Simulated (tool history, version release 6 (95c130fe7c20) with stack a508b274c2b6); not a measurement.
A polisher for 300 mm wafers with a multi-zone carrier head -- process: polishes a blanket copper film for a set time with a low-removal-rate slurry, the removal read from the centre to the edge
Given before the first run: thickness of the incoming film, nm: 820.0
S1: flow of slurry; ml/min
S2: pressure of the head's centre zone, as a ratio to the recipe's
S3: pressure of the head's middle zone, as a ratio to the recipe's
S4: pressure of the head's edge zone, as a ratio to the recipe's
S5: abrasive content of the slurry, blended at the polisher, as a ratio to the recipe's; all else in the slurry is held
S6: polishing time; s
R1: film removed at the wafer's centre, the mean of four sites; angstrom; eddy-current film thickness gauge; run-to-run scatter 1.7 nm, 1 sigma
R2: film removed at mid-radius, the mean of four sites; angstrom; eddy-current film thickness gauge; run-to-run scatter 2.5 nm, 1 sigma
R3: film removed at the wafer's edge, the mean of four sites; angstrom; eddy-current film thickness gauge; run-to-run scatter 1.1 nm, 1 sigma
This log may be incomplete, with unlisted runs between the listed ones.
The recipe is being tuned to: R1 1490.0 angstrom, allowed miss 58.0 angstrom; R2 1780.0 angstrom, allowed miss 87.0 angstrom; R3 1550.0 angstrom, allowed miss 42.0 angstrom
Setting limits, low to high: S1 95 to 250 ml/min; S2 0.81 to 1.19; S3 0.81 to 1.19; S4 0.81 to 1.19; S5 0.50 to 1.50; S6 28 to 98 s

run,hour,S1,S2,S3,S4,S5,S6,R1,R2,R3
1,0.0,160,1.00,1.00,1.00,1.00,63,2133.5,2073.6,2085.7
2,4.8,160,1.08,1.00,1.00,1.00,63,2284.7,2091.0,2109.9
3,11.6,160,1.01,1.00,1.00,1.00,63,2164.8,2033.0,2100.5
4,18.0,160,1.01,1.00,1.00,1.20,63,2299.7,2151.5,2231.2
5,19.9,130,1.01,1.00,1.00,1.20,63,2236.0,2075.0,2187.5
6,27.6,130,0.97,1.02,0.97,1.00,62,1970.7,2018.2,2012.8
7,31.0,135,0.96,1.03,0.95,0.85,60,1800.8,1843.5,1827.3
8,34.2,135,0.94,1.06,0.92,0.80,60,1751.3,1875.7,1781.4
9,40.4,135,0.92,1.08,0.90,0.75,60,1661.4,1889.0,1687.3
10,48.1,130,0.91,1.08,0.88,0.75,60,1653.2,1843.3,1683.1
11,50.1,125,0.87,1.15,0.84,0.50,58,1279.7,1583.6,1333.5
12,57.9,145,0.87,1.14,0.86,0.50,58,1304.9,1591.2,1367.3
13,63.9,145,0.89,1.15,0.89,0.55,58,1394.0,1667.0,1443.3
14,66.2,150,0.89,1.16,0.91,0.55,58,1408.6,1689.2,1457.7
15,73.6,155,0.89,1.17,0.93,0.55,58,1401.7,1687.8,1498.7
16,81.3,160,0.90,1.18,0.93,0.55,58,1453.2,1731.9,1489.2
17,83.7,175,0.89,1.18,0.97,0.60,58,1457.1,1806.7,1594.4

Below are 5 possible settings for the next run. Only one of them brings all results inside the allowed miss of their targets. Which is it?
A,86.1,175,0.94,1.17,1.07,0.65,55,?,?,?
B,86.1,185,0.85,1.17,1.02,0.55,62,?,?,?
C,86.1,190,0.88,1.07,1.02,0.60,59,?,?,?
D,86.1,185,0.92,1.17,0.96,0.55,59,?,?,?
E,86.1,160,0.85,1.16,0.97,0.75,56,?,?,?

move,R1,R2,R3
A,1544.4,1768.3,1649.5
B,1473.4,1867.0,1697.3
C,1513.3,1715.2,1684.9
D,1518.7,1776.1,1568.8
E,1484.0,1870.2,1679.0
A: the biggest miss grows against the last run
B: the biggest miss grows against the last run
C: the biggest miss grows against the last run
D: every result within its allowed miss
E: the biggest miss grows against the last run
D is the move that brings every result within its allowed miss.
